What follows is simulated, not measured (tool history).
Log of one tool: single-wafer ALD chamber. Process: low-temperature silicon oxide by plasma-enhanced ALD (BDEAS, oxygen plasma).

| run | hour | heater temperature setpoint (deg C) | number of ALD cycles (cycles) | mean film thickness on the monitor wafer (Å) |
|---|---|---|---|---|
| 1 | 0.0 | 115 | 69 | 85.175 |
| 2 | 7.2 | 115 | 63 | 77.838 |
| 3 | 8.8 | 115 | 64 | 79.099 |
| 4 | 11.9 | 115 | 72 | 89.765 |
| 5 | 15.4 | 115 | 78 | 97.035 |
| 6 | 18.7 | 115 | 88 | 107.960 |
| 7 | 22.4 | 115 | 87 | 107.470 |
| 8 | 30.6 | 115 | 86 | 107.280 |

Run 9 comes next. What will it give?
| 9 | 33.8 | 115 | 85 | ? |

Run 9 gave mean film thickness on the monitor wafer (Å) 105.360.
